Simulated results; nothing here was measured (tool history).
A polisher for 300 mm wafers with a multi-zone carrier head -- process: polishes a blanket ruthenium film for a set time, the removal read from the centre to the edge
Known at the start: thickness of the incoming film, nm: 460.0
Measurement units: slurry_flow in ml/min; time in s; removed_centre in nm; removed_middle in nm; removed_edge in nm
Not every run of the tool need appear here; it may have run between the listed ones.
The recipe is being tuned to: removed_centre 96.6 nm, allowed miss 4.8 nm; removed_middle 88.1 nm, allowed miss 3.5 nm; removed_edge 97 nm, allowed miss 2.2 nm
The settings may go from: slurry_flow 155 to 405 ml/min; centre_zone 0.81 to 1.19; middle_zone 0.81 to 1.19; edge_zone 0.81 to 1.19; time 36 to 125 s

run 1 hour=0 | slurry_flow=260 centre_zone=1 middle_zone=1 edge_zone=1 time=80 | removed_centre=80.913 removed_middle=80.668 removed_edge=79.422
run 2 hour=7.5 | slurry_flow=265 centre_zone=1.01 middle_zone=0.99 edge_zone=1.04 time=82 | removed_centre=86.034 removed_middle=81.061 removed_edge=83.357
run 3 hour=16.3 | slurry_flow=265 centre_zone=1.01 middle_zone=0.99 edge_zone=0.98 time=82 | removed_centre=84.571 removed_middle=80.338 removed_edge=80
run 4 hour=21 | slurry_flow=270 centre_zone=1.01 middle_zone=0.99 edge_zone=1.02 time=83 | removed_centre=83.183 removed_middle=83.882 removed_edge=83.017
run 5 hour=28.3 | slurry_flow=270 centre_zone=1.01 middle_zone=0.9 edge_zone=1.02 time=83 | removed_centre=83.075 removed_middle=79.546 removed_edge=83.392
run 6 hour=35.9 | slurry_flow=275 centre_zone=1.02 middle_zone=0.91 edge_zone=1.05 time=84 | removed_centre=86.899 removed_middle=81.127 removed_edge=85.756
run 7 hour=38.9 | slurry_flow=280 centre_zone=1.02 middle_zone=0.91 edge_zone=1.08 time=85 | removed_centre=85.775 removed_middle=81.413 removed_edge=88.493
run 8 hour=45.4 | slurry_flow=285 centre_zone=1.03 middle_zone=0.92 edge_zone=1.1 time=86 | removed_centre=87.624 removed_middle=84.474 removed_edge=89.964
run 9 hour=48.9 | slurry_flow=285 centre_zone=1.04 middle_zone=0.91 edge_zone=1.12 time=87 | removed_centre=92.134 removed_middle=83.532 removed_edge=92.665
run 10 hour=50.8 | slurry_flow=290 centre_zone=1.04 middle_zone=0.92 edge_zone=1.13 time=87 | removed_centre=91.831 removed_middle=83.994 removed_edge=92.081

Which of these 5 next moves meets every target?
run A hour=52.7 | slurry_flow=220 centre_zone=1.04 middle_zone=0.9 edge_zone=1.08 time=95 | removed_centre=? removed_middle=? removed_edge=?
run B hour=52.7 | slurry_flow=320 centre_zone=1.07 middle_zone=0.99 edge_zone=1.08 time=97 | removed_centre=? removed_middle=? removed_edge=?
run C hour=52.7 | slurry_flow=305 centre_zone=1.15 middle_zone=0.99 edge_zone=1.11 time=95 | removed_centre=? removed_middle=? removed_edge=?
run D hour=52.7 | slurry_flow=380 centre_zone=1.1 middle_zone=1.08 edge_zone=0.91 time=86 | removed_centre=? removed_middle=? removed_edge=?
run E hour=52.7 | slurry_flow=305 centre_zone=1.01 middle_zone=1.04 edge_zone=0.98 time=87 | removed_centre=? removed_middle=? removed_edge=?

move=A removed_centre=97.931 removed_middle=88.264 removed_edge=97.423
move=B removed_centre=107.56 removed_middle=99.836 removed_edge=102.41
move=C removed_centre=112.73 removed_middle=97.307 removed_edge=101.35
move=D removed_centre=99.649 removed_middle=95.269 removed_edge=84.451
move=E removed_centre=90.613 removed_middle=92.224 removed_edge=87.241
A: every result within its allowed miss
B: pushes the last run's worst result past its target
C: pushes the last run's worst result past its target
D: further off than the last run
E: further off than the last run
Correct choice: A, which meets every target
